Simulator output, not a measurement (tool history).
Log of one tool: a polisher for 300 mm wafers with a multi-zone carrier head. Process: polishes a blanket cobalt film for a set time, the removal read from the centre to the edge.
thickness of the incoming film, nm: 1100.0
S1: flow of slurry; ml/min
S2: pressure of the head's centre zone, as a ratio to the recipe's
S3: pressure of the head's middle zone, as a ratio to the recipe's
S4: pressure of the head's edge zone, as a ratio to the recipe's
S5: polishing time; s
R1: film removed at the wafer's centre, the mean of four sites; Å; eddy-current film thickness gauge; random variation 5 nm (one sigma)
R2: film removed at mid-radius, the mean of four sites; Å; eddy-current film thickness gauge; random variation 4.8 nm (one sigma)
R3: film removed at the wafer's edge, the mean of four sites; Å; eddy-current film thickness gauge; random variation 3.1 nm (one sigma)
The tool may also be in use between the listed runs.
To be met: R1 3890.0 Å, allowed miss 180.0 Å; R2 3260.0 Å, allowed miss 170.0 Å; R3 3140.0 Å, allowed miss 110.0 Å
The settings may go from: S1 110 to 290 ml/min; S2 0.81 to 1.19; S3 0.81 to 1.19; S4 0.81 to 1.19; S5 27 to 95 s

Run 1, hour 0.0: S1 185 ml/min, S2 1.00, S3 1.00, S4 1.00, S5 61 s. Result: R1 4129.0 Å, R2 3718.4 Å, R3 3704.6 Å.
Run 2, hour 6.7: S1 185 ml/min, S2 1.00, S3 1.00, S4 1.07, S5 61 s. Result: R1 4047.7 Å, R2 3741.0 Å, R3 3789.0 Å.
Run 3, hour 7.7: S1 185 ml/min, S2 1.00, S3 1.00, S4 1.00, S5 61 s. Result: R1 4143.8 Å, R2 3777.5 Å, R3 3652.5 Å.
Run 4, hour 10.6: S1 185 ml/min, S2 1.00, S3 1.00, S4 1.06, S5 61 s. Result: R1 4090.2 Å, R2 3861.4 Å, R3 3715.3 Å.
Run 5, hour 11.5: S1 155 ml/min, S2 1.00, S3 1.00, S4 1.06, S5 61 s. Result: R1 4016.7 Å, R2 3705.5 Å, R3 3716.4 Å.
At hour 20.3: centre zone pressure recalibrated.
Run 6, hour 20.3: S1 110 ml/min, S2 1.00, S3 1.00, S4 1.06, S5 61 s. Result: R1 3429.6 Å, R2 3435.1 Å, R3 3502.7 Å.
Run 7, hour 22.5: S1 115 ml/min, S2 1.02, S3 1.00, S4 1.04, S5 60 s. Result: R1 3452.4 Å, R2 3371.3 Å, R3 3483.2 Å.
Run 8, hour 30.6: S1 130 ml/min, S2 1.03, S3 1.00, S4 1.01, S5 59 s. Result: R1 3441.0 Å, R2 3425.4 Å, R3 3381.0 Å.
Run 9, hour 36.3: S1 145 ml/min, S2 1.04, S3 0.98, S4 0.98, S5 58 s. Result: R1 3687.0 Å, R2 3325.9 Å, R3 3364.7 Å.
Run 10, hour 39.6: S1 150 ml/min, S2 1.05, S3 0.98, S4 0.96, S5 58 s. Result: R1 3612.6 Å, R2 3400.5 Å, R3 3363.0 Å.
Run 11, hour 47.3: S1 160 ml/min, S2 1.06, S3 0.97, S4 0.94, S5 57 s. Result: R1 3685.5 Å, R2 3362.1 Å, R3 3251.5 Å.

Which of these 4 next moves meets every target?
Run A, hour 55.0: S1 110 ml/min, S2 0.95, S3 0.89, S4 0.92, S5 64 s. Result: R1 ?, R2 ?, R3 ?.
Run B, hour 55.0: S1 220 ml/min, S2 1.15, S3 0.97, S4 0.82, S5 52 s. Result: R1 ?, R2 ?, R3 ?.
Run C, hour 55.0: S1 220 ml/min, S2 1.14, S3 0.96, S4 0.92, S5 53 s. Result: R1 ?, R2 ?, R3 ?.
Run D, hour 55.0: S1 255 ml/min, S2 1.13, S3 0.83, S4 0.93, S5 52 s. Result: R1 ?, R2 ?, R3 ?.

move      R1      R2      R3
   A  3434.9  3271.5  3470.1
   B  3839.2  3189.6  2898.1
   C  3878.5  3222.5  3111.7
   D  3840.5  2850.9  3113.3
A: further off than the last run
B: brings the result that was furthest off to its target, and leaves another outside
C: meets every target
D: brings the result that was furthest off to its target, and leaves another outside
The right move is C.

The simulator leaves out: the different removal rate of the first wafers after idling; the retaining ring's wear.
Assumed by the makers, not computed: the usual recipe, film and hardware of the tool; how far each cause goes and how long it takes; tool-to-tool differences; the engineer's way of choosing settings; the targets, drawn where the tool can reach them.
